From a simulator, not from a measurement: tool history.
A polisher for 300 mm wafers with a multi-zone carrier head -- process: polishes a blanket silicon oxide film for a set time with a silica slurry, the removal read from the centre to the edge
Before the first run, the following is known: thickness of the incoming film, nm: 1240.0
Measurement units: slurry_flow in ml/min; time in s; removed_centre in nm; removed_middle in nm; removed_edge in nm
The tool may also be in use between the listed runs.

run	hour	slurry_flow	centre_zone	middle_zone	edge_zone	slurry_solids	time	removed_centre	removed_middle	removed_edge
1	0.0	175	1.00	1.00	1.00	1.00	39	117.82	120.66	120.79
2	0.7	175	0.95	1.00	1.00	1.00	39	110.90	119.06	120.26
3	3.9	140	0.95	1.00	1.00	1.00	39	106.82	116.27	117.46
4	12.2	150	0.97	1.01	1.02	1.00	39	110.70	116.62	119.39
5	19.2	160	0.98	1.02	1.03	1.00	39	113.94	120.33	123.04
6	22.4	160	0.98	1.02	1.03	0.85	39	105.80	110.70	112.10

Run 7 is up next; what results do you expect?
7	30.6	165	0.99	1.04	1.05	0.85	39	?	?	?

{"run 7": {"removed_centre": 107.85, "removed_middle": 112.09, "removed_edge": 114.63}}

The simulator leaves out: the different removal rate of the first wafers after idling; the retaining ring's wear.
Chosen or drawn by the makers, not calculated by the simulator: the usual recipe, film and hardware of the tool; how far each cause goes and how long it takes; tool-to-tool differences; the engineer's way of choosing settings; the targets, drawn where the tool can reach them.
